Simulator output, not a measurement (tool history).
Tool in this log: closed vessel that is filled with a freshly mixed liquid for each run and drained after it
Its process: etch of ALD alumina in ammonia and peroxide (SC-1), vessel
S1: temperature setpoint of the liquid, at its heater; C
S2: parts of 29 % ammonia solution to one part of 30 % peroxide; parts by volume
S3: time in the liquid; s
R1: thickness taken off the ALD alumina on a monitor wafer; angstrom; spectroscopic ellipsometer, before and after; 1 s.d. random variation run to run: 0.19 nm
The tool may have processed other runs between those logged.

run	hour	S1	S2	S3	R1
1	0.0	55.0	0.45	545	351.02
2	5.4	53.5	0.45	545	329.78
3	7.0	52.5	0.45	545	304.21
4	16.2	52.0	0.45	545	298.40
5	25.2	52.0	0.50	545	303.30
6	31.1	47.0	0.50	545	232.91
7	37.7	47.5	0.50	545	236.44

The next listed run, before its measurement:
8	41.6	48.0	0.50	545	?

Run 8 produced R1 245.87 angstrom.
